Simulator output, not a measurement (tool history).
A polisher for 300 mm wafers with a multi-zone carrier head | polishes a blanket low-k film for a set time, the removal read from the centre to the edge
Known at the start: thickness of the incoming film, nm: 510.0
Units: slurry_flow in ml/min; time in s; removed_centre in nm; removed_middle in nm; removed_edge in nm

run,day,slurry_flow,centre_zone,middle_zone,edge_zone,slurry_solids,time,removed_centre,removed_middle,removed_edge
1,0.000,295,1.00,1.00,1.00,1.00,89,20.350,20.270,20.508
2,0.058,285,0.98,0.95,0.96,0.85,78,15.397,15.135,15.796
3,0.308,275,0.97,0.92,0.92,0.75,75,13.390,12.442,13.330
4,0.646,275,0.97,0.89,0.92,0.75,75,13.023,12.016,13.277
5,0.754,305,0.97,0.89,0.92,0.75,75,13.460,12.394,13.371
6,0.808,305,0.93,0.89,0.92,0.75,75,12.824,12.450,13.517
7,0.838,300,0.92,0.88,0.89,0.70,74,11.591,11.183,12.035
8,0.950,295,0.91,0.86,0.87,0.65,74,10.379,10.050,10.985

Forecast run 9:
9,1.104,275,0.91,0.86,0.85,0.65,74,?,?,?

removed_centre: 10.330 nm
removed_middle: 9.947 nm
removed_edge: 10.826 nm
